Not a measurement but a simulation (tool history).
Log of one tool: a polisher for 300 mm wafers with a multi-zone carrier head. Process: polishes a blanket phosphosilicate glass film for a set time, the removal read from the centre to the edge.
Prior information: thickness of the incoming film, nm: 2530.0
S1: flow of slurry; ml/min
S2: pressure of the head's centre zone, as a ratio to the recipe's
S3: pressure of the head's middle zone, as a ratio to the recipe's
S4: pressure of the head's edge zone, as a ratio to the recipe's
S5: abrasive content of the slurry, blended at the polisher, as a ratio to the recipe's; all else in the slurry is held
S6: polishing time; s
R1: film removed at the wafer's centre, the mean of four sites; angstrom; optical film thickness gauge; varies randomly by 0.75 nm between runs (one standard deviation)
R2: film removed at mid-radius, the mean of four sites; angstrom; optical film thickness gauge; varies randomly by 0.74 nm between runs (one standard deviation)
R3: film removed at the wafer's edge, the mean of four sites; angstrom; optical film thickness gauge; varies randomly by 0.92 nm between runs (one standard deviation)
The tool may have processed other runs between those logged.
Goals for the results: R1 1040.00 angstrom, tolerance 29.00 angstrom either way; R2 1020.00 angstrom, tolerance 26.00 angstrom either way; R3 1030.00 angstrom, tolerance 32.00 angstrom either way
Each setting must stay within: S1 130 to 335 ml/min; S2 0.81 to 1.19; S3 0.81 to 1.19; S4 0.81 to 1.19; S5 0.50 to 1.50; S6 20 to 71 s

| run | hour | S1 | S2 | S3 | S4 | S5 | S6 | R1 | R2 | R3 |
|---|---|---|---|---|---|---|---|---|---|---|
| 1 | 0.0 | 215 | 1.00 | 1.00 | 1.00 | 1.00 | 45 | 2403.90 | 2304.10 | 2373.40 |
| 2 | 3.2 | 210 | 0.98 | 0.98 | 0.96 | 0.90 | 40 | 1988.50 | 1875.40 | 1971.90 |
| 3 | 9.5 | 210 | 0.98 | 0.98 | 0.91 | 0.90 | 40 | 1951.60 | 1875.70 | 1906.90 |
| 4 | 10.5 | 235 | 0.98 | 0.98 | 0.91 | 0.90 | 40 | 2019.20 | 1885.60 | 1919.10 |
| 5 | 14.8 | 235 | 0.98 | 0.98 | 0.97 | 0.90 | 40 | 1996.60 | 1919.60 | 2031.50 |
| 6 | 21.1 | 215 | 0.97 | 0.98 | 0.93 | 0.80 | 36 | 1642.10 | 1585.50 | 1629.40 |
| 7 | 25.7 | 215 | 0.97 | 0.98 | 0.93 | 0.80 | 36 | 1660.40 | 1581.80 | 1633.80 |
| 8 | 30.6 | 200 | 0.95 | 0.97 | 0.90 | 0.75 | 35 | 1493.20 | 1439.80 | 1464.80 |
| 9 | 39.1 | 185 | 0.93 | 0.96 | 0.88 | 0.70 | 35 | 1359.50 | 1344.90 | 1385.60 |
| 10 | 40.1 | 185 | 0.93 | 0.96 | 0.86 | 0.65 | 34 | 1263.80 | 1225.30 | 1273.40 |
| 11 | 41.2 | 185 | 0.93 | 0.97 | 0.85 | 0.60 | 33 | 1140.70 | 1123.70 | 1129.60 |
| 12 | 43.4 | 180 | 0.93 | 0.97 | 0.84 | 0.60 | 33 | 1127.20 | 1134.30 | 1119.20 |
| 13 | 44.0 | 170 | 0.93 | 0.96 | 0.83 | 0.60 | 33 | 1115.70 | 1090.00 | 1107.40 |
| 14 | 45.3 | 160 | 0.92 | 0.97 | 0.81 | 0.50 | 32 | 889.87 | 896.37 | 869.84 |
| 15 | 52.6 | 175 | 0.92 | 0.96 | 0.81 | 0.50 | 32 | 915.17 | 894.84 | 891.38 |
| 16 | 61.1 | 175 | 0.93 | 0.97 | 0.83 | 0.50 | 32 | 906.44 | 914.00 | 906.62 |
| 17 | 65.9 | 195 | 0.92 | 0.96 | 0.83 | 0.50 | 32 | 927.34 | 913.63 | 923.28 |
| 18 | 69.8 | 195 | 0.93 | 0.97 | 0.85 | 0.50 | 32 | 930.80 | 929.66 | 942.07 |
| 19 | 73.2 | 195 | 0.94 | 0.98 | 0.86 | 0.50 | 32 | 944.86 | 935.13 | 928.48 |
| 20 | 76.7 | 195 | 0.95 | 0.98 | 0.88 | 0.50 | 32 | 954.00 | 939.13 | 920.44 |
| 21 | 83.3 | 195 | 0.95 | 0.98 | 0.90 | 0.50 | 32 | 942.27 | 931.02 | 951.16 |
| 22 | 86.2 | 200 | 0.95 | 0.98 | 0.90 | 0.50 | 32 | 960.87 | 937.35 | 948.98 |
| 23 | 94.7 | 200 | 0.95 | 0.99 | 0.91 | 0.50 | 32 | 947.13 | 943.76 | 960.61 |
| 24 | 99.3 | 200 | 0.96 | 0.99 | 0.92 | 0.50 | 32 | 966.46 | 938.94 | 952.14 |

Exactly one of the 5 candidate moves below puts every result within its allowed miss. Which one?
| A | 103.9 | 205 | 1.01 | 0.90 | 0.95 | 0.65 | 25 | ? | ? | ? |
| B | 103.9 | 155 | 0.81 | 1.03 | 0.85 | 0.50 | 37 | ? | ? | ? |
| C | 103.9 | 185 | 1.11 | 1.03 | 0.81 | 0.55 | 29 | ? | ? | ? |
| D | 103.9 | 265 | 0.91 | 0.95 | 0.85 | 0.65 | 27 | ? | ? | ? |
| E | 103.9 | 190 | 0.89 | 0.82 | 0.93 | 0.50 | 36 | ? | ? | ? |

| move | R1 | R2 | R3 |
|---|---|---|---|
| A | 995.28 | 869.69 | 967.69 |
| B | 931.62 | 1074.70 | 1029.80 |
| C | 1050.00 | 958.42 | 892.82 |
| D | 1035.80 | 1017.60 | 1021.90 |
| E | 1010.80 | 899.08 | 1074.10 |
A: misses by more than the last run did
B: takes the biggest miss from the last run beyond its target
C: misses by more than the last run did
D: in spec on every target
E: misses by more than the last run did
The right move is D.

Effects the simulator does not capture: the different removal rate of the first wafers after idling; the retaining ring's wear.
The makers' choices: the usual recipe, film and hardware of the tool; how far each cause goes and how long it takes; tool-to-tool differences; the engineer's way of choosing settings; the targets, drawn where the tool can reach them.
